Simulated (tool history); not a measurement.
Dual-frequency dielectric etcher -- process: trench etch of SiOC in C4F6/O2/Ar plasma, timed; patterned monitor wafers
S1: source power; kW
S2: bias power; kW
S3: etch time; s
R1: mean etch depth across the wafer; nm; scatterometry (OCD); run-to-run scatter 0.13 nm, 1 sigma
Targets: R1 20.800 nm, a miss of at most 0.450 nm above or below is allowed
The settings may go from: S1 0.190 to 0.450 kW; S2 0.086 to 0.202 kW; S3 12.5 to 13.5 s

run 1 hour=0.0 | S1=0.320 S2=0.144 S3=13.5 | R1=24.221
run 2 hour=4.6 | S1=0.280 S2=0.144 S3=13.5 | R1=23.174
run 3 hour=6.2 | S1=0.280 S2=0.144 S3=12.5 | R1=21.489
run 4 hour=12.8 | S1=0.280 S2=0.167 S3=12.5 | R1=22.877
run 5 hour=18.4 | S1=0.280 S2=0.167 S3=13.5 | R1=24.905
run 6 hour=26.3 | S1=0.280 S2=0.167 S3=13.5 | R1=24.613
run 7 hour=35.1 | S1=0.270 S2=0.164 S3=13.5 | R1=24.211
run 8 hour=39.4 | S1=0.260 S2=0.161 S3=13.5 | R1=24.028
run 9 hour=45.5 | S1=0.260 S2=0.156 S3=13.5 | R1=23.820
run 10 hour=46.8 | S1=0.260 S2=0.151 S3=13.5 | R1=23.342
run 11 hour=51.6 | S1=0.250 S2=0.148 S3=13.5 | R1=22.842
run 12 hour=56.8 | S1=0.240 S2=0.146 S3=13.5 | R1=22.524
run 13 hour=62.5 | S1=0.240 S2=0.144 S3=13.5 | R1=22.453

Exactly one of the 4 candidate moves below puts every result within its allowed miss. Which one?
run A hour=68.2 | S1=0.240 S2=0.160 S3=12.5 | R1=?
run B hour=68.2 | S1=0.230 S2=0.123 S3=13.5 | R1=?
run C hour=68.2 | S1=0.230 S2=0.142 S3=13.5 | R1=?
run D hour=68.2 | S1=0.240 S2=0.195 S3=13.0 | R1=?

move=A R1=21.654
move=B R1=20.799
move=C R1=22.048
move=D R1=24.397
A: nearer the targets than the last run, but a result is still out of spec
B: all results in spec
C: nearer the targets than the last run, but a result is still out of spec
D: further off than the last run
B is the move that brings every result within its allowed miss.

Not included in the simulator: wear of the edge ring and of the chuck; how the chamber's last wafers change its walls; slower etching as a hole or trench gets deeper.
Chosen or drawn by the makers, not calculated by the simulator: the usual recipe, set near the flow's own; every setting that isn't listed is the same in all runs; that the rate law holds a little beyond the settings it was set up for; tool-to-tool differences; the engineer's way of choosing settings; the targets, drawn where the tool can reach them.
